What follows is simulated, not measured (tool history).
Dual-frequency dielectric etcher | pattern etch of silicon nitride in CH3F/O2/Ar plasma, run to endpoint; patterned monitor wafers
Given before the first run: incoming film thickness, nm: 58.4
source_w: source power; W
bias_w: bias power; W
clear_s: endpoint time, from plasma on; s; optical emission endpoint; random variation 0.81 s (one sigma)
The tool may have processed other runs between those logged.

run  hour  source_w  bias_w  clear_s
  1   0.0       480      70   81.126
  2   8.2       460      68   85.506
  3  12.1       510      68   82.001
  4  16.5       490      66   83.121
  5  21.1       470      65   84.367
  6  27.5       450      63   87.693
  7  36.4       440      62   87.544
  8  37.5       340      48  106.200

Forecast run 9:
  9  45.7       350      48        ?

{"run 9": {"clear_s": 104.51}}

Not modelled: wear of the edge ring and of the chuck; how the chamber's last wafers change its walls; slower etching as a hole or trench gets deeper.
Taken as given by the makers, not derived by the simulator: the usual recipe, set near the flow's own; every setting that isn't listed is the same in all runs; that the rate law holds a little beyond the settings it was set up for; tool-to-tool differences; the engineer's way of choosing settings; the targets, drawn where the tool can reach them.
